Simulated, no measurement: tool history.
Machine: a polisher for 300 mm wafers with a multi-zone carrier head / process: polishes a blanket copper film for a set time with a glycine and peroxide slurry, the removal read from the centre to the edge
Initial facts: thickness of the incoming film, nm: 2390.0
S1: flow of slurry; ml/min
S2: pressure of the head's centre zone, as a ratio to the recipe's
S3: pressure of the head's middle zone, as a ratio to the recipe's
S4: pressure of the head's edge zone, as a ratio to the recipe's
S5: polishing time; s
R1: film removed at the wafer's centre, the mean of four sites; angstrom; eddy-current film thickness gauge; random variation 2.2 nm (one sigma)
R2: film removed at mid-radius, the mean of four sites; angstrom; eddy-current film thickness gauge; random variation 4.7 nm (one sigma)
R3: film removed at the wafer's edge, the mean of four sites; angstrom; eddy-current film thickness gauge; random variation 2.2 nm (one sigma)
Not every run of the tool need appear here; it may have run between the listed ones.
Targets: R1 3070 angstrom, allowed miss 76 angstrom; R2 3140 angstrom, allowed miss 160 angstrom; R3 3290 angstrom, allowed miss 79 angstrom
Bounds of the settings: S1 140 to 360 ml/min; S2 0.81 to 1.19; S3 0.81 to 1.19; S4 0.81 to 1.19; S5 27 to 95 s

| run | day | S1 | S2 | S3 | S4 | S5 | R1 | R2 | R3 |
|---|---|---|---|---|---|---|---|---|---|
| 1 | 0 | 230 | 1 | 1 | 1 | 61 | 4070.8 | 4096.2 | 3940.3 |
| 2 | 0.275 | 275 | 1 | 1 | 1 | 61 | 4185.7 | 4145.2 | 4033.3 |
| 3 | 0.438 | 275 | 1 | 1.09 | 1 | 61 | 4120.3 | 4413.5 | 4014.2 |
| 4 | 0.512 | 265 | 0.97 | 1.04 | 0.98 | 59 | 3909.2 | 4077.7 | 3875.2 |
| 5 | 0.812 | 265 | 1.01 | 1.04 | 0.98 | 59 | 4016.7 | 4144.9 | 3859.2 |
| 6 | 1.021 | 265 | 1.01 | 1.04 | 1.06 | 59 | 4008.3 | 4163.9 | 4033.3 |
| 7 | 1.146 | 255 | 0.97 | 1.01 | 1.03 | 58 | 3833.9 | 3963.9 | 3867.8 |
| 8 | 1.383 | 245 | 0.94 | 0.98 | 1.01 | 57 | 3543.7 | 3842.1 | 3778 |
| 9 | 1.596 | 240 | 0.93 | 0.95 | 0.99 | 56 | 3506.3 | 3569.6 | 3631.8 |
| 10 | 1.821 | 230 | 0.91 | 0.94 | 0.97 | 56 | 3398.3 | 3616.1 | 3579.1 |
| 11 | 1.954 | 195 | 0.89 | 0.84 | 0.94 | 52 | 2960.9 | 3099.7 | 3220.4 |

Of the 4 settings listed for the next run, only one would bring every result within its allowed miss of target. Which one?
| A | 2.088 | 195 | 0.89 | 0.86 | 0.92 | 54 | ? | ? | ? |
| B | 2.088 | 210 | 0.84 | 0.85 | 0.93 | 51 | ? | ? | ? |
| C | 2.088 | 185 | 0.83 | 0.93 | 0.93 | 54 | ? | ? | ? |
| D | 2.088 | 180 | 0.84 | 0.82 | 0.84 | 54 | ? | ? | ? |

| move | R1 | R2 | R3 |
|---|---|---|---|
| A | 3079.8 | 3129.4 | 3322 |
| B | 2779.8 | 2967.3 | 3180.7 |
| C | 2842.9 | 3276 | 3313.8 |
| D | 2859.9 | 2988.7 | 3159.4 |
A: every result within its allowed miss
B: further off than the last run
C: further off than the last run
D: further off than the last run
Move A is the one to make.
